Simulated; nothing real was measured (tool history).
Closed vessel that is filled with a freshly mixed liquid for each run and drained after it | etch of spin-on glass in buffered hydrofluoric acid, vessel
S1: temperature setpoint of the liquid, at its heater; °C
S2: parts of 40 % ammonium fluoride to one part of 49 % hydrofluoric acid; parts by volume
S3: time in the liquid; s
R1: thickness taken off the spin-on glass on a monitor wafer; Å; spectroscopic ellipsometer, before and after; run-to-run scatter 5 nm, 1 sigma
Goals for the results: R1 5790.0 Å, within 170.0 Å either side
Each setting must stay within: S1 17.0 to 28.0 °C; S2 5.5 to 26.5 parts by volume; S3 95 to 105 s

run	hour	S1	S2	S3	R1
1	0.0	20.0	16.0	95	2690.0
2	5.1	20.0	19.0	95	2250.1
3	5.9	20.0	19.0	95	2249.4
4	14.3	21.0	18.0	95	2507.0
5	22.8	21.0	18.0	95	2488.4
6	27.2	21.0	14.5	95	3094.3
7	32.2	22.0	14.0	95	3313.1
8	38.1	23.0	13.5	95	3657.8
9	47.1	23.5	13.0	95	3950.0
10	51.0	23.5	13.0	95	3957.7
11	55.7	24.0	12.5	95	4279.0
12	57.4	24.5	12.5	95	4327.6
13	61.8	28.0	10.0	95	6478.2
14	67.7	27.0	10.0	95	6184.3
15	74.0	26.5	10.0	95	5967.6

Exercise: of the 5 proposed moves below, exactly one satisfies all targets within the stated allowed misses. Which move is it?
A	80.3	25.0	8.5	95	?
B	80.3	24.5	8.5	95	?
C	80.3	26.0	10.0	100	?
D	80.3	26.5	10.0	100	?
E	80.3	24.5	9.0	95	?

move	R1
A	6211.1
B	6045.0
C	6069.8
D	6235.0
E	5681.3
A: lands further from the targets than the last run did
B: lands further from the targets than the last run did
C: lands further from the targets than the last run did
D: lands further from the targets than the last run did
E: all results land within tolerance of their targets
The move that meets every target is E.

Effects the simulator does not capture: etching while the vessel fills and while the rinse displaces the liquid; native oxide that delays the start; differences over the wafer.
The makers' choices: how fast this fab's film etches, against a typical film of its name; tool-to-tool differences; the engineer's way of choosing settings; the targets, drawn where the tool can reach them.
